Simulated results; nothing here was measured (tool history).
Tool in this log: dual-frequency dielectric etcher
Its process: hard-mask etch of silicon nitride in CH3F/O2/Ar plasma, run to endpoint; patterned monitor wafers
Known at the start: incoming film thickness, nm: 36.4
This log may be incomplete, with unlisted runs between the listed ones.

run  hour  source power (kW)  bias power (kW)  endpoint time (s)
  1   0.0              0.550            0.058             48.402
  2   1.0              0.460            0.058             53.888
  3   1.7              0.500            0.059             50.801
  4   8.2              0.530            0.060             48.490
  5  15.2              0.550            0.060             47.332
  6  23.6              0.570            0.060             46.745
  7  30.0              0.680            0.065             40.559

Run 8 comes next. What will it give?
  8  39.0              0.670            0.065                  ?

{"run 8": {"endpoint time (s)": 40.945}}

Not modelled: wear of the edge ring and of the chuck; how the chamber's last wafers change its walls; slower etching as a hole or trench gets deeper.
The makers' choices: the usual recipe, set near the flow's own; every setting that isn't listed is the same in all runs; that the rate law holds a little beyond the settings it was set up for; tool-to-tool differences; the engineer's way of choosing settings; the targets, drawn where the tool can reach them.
